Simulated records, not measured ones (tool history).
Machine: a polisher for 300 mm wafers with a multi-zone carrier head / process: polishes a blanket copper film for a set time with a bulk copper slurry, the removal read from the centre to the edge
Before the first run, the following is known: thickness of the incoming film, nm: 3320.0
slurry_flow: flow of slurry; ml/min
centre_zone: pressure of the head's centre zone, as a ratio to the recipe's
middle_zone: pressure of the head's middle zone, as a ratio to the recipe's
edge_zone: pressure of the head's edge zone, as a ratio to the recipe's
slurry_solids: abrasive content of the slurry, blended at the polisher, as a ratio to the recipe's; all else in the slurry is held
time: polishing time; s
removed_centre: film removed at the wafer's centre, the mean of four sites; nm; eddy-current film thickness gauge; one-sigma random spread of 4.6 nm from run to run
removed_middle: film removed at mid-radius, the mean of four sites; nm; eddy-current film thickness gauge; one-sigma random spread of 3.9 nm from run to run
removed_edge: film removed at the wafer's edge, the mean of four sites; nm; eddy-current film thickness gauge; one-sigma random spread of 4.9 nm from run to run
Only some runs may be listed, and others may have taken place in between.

{"run": 1, "day": 0.0, "slurry_flow": 135, "centre_zone": 1.0, "middle_zone": 1.0, "edge_zone": 1.0, "slurry_solids": 1.0, "time": 61, "removed_centre": 655.09, "removed_middle": 669.62, "removed_edge": 619.48}
{"run": 2, "day": 0.325, "slurry_flow": 115, "centre_zone": 1.0, "middle_zone": 1.0, "edge_zone": 1.0, "slurry_solids": 1.0, "time": 61, "removed_centre": 622.07, "removed_middle": 649.89, "removed_edge": 623.42}
{"run": 3, "day": 0.354, "slurry_flow": 115, "centre_zone": 1.0, "middle_zone": 1.0, "edge_zone": 0.94, "slurry_solids": 1.0, "time": 61, "removed_centre": 636.59, "removed_middle": 653.26, "removed_edge": 601.78}
{"run": 4, "day": 0.642, "slurry_flow": 115, "centre_zone": 1.0, "middle_zone": 0.98, "edge_zone": 0.94, "slurry_solids": 0.95, "time": 58, "removed_centre": 588.66, "removed_middle": 597.93, "removed_edge": 570.92}
{"run": 5, "day": 0.733, "slurry_flow": 115, "centre_zone": 1.0, "middle_zone": 0.98, "edge_zone": 0.94, "slurry_solids": 0.95, "time": 68, "removed_centre": 698.81, "removed_middle": 709.65, "removed_edge": 666.37}
{"run": 6, "day": 1.083, "slurry_flow": 115, "centre_zone": 1.0, "middle_zone": 0.98, "edge_zone": 0.94, "slurry_solids": 0.8, "time": 68, "removed_centre": 669.64, "removed_middle": 686.33, "removed_edge": 637.25}
{"run": 7, "day": 1.188, "slurry_flow": 115, "centre_zone": 1.0, "middle_zone": 0.97, "edge_zone": 0.93, "slurry_solids": 0.75, "time": 64, "removed_centre": 639.47, "removed_middle": 626.59, "removed_edge": 601.96}
{"run": 8, "day": 1.417, "slurry_flow": 120, "centre_zone": 1.0, "middle_zone": 0.97, "edge_zone": 0.92, "slurry_solids": 0.7, "time": 60, "removed_centre": 590.35, "removed_middle": 577.37, "removed_edge": 552.44}

Run 9 is up next; what results do you expect?
{"run": 9, "day": 1.442, "slurry_flow": 120, "centre_zone": 1.0, "middle_zone": 0.97, "edge_zone": 0.92, "slurry_solids": 0.7, "time": 60, "removed_centre": "?", "removed_middle": "?", "removed_edge": "?"}

{"run 9": {"removed_centre": 575.8, "removed_middle": 581.59, "removed_edge": 556.71}}
